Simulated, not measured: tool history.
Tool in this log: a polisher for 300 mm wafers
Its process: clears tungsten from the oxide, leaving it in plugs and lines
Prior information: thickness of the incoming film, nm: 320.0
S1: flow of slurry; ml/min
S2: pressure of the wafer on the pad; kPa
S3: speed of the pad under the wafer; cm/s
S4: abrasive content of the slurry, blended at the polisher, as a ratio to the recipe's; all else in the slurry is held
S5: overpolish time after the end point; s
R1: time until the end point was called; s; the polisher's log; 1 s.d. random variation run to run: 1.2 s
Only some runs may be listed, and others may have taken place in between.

run	hour	S1	S2	S3	S4	S5	R1
1	0.0	240	21.4	102	1.0	8	99.503
2	2.8	240	21.4	102	0.9	8	101.580
3	8.5	240	24.1	104	0.9	8	90.231
4	17.1	240	26.2	106	0.9	8	82.286
5	25.6	240	27.6	108	0.9	8	78.035
6	30.1	240	27.6	90	0.9	8	84.519

Run 7 has not been measured yet. What should we expect?
7	34.3	240	29.0	92	0.9	8	?

Run 7 produced R1 79.646 s.
